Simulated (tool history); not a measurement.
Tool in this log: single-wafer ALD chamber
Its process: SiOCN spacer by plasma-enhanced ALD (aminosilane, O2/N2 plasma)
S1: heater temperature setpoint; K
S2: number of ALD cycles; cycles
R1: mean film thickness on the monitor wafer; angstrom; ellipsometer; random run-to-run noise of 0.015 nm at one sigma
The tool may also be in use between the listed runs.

| run | hour | S1 | S2 | R1 |
|---|---|---|---|---|
| 1 | 0.0 | 653.15 | 76 | 45.380 |
| 2 | 8.5 | 662.15 | 76 | 45.679 |
| 3 | 10.6 | 662.15 | 80 | 47.857 |
| 4 | 14.7 | 662.15 | 83 | 49.820 |
| 5 | 22.9 | 662.15 | 77 | 46.050 |
| 6 | 27.7 | 662.15 | 70 | 41.636 |
| 7 | 30.8 | 662.15 | 76 | 45.474 |

What does the tool deliver on the next run?
| 8 | 37.7 | 662.15 | 80 | ? |

R1: 47.828 angstrom
